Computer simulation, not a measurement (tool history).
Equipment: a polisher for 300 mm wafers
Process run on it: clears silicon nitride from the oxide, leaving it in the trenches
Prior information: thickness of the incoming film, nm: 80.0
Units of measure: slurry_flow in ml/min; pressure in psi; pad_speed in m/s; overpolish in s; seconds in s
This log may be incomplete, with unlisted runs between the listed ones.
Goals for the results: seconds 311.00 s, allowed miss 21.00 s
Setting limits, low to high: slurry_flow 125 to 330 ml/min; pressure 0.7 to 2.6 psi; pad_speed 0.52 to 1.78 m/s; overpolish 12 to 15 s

run 1 hour=0.0 | slurry_flow=210 pressure=1.6 pad_speed=1.14 overpolish=15 | seconds=141.85
run 2 hour=2.4 | slurry_flow=210 pressure=1.9 pad_speed=1.14 overpolish=15 | seconds=121.95
run 3 hour=4.4 | slurry_flow=210 pressure=1.9 pad_speed=1.02 overpolish=15 | seconds=131.90
run 4 hour=6.8 | slurry_flow=210 pressure=1.6 pad_speed=0.94 overpolish=15 | seconds=162.68
run 5 hour=9.7 | slurry_flow=210 pressure=1.4 pad_speed=0.86 overpolish=15 | seconds=199.13
run 6 hour=16.4 | slurry_flow=210 pressure=1.4 pad_speed=0.72 overpolish=15 | seconds=229.67
run 7 hour=18.0 | slurry_flow=210 pressure=1.3 pad_speed=0.70 overpolish=15 | seconds=257.22
run 8 hour=20.5 | slurry_flow=210 pressure=1.2 pad_speed=0.70 overpolish=15 | seconds=272.34
run 9 hour=27.4 | slurry_flow=210 pressure=1.2 pad_speed=0.70 overpolish=15 | seconds=277.44

Below are 4 possible settings for the next run. Only one of them brings all results inside the allowed miss of their targets. Which is it?
run A hour=34.3 | slurry_flow=170 pressure=1.1 pad_speed=1.08 overpolish=15 | seconds=?
run B hour=34.3 | slurry_flow=195 pressure=1.1 pad_speed=0.66 overpolish=15 | seconds=?
run C hour=34.3 | slurry_flow=200 pressure=1.3 pad_speed=0.70 overpolish=12 | seconds=?
run D hour=34.3 | slurry_flow=250 pressure=1.6 pad_speed=0.58 overpolish=15 | seconds=?

move=A seconds=216.59
move=B seconds=313.10
move=C seconds=254.41
move=D seconds=233.07
A: its largest miss is bigger than the last run's
B: hits every target within its allowed miss
C: its largest miss is bigger than the last run's
D: its largest miss is bigger than the last run's
B is the move that brings every result within its allowed miss.

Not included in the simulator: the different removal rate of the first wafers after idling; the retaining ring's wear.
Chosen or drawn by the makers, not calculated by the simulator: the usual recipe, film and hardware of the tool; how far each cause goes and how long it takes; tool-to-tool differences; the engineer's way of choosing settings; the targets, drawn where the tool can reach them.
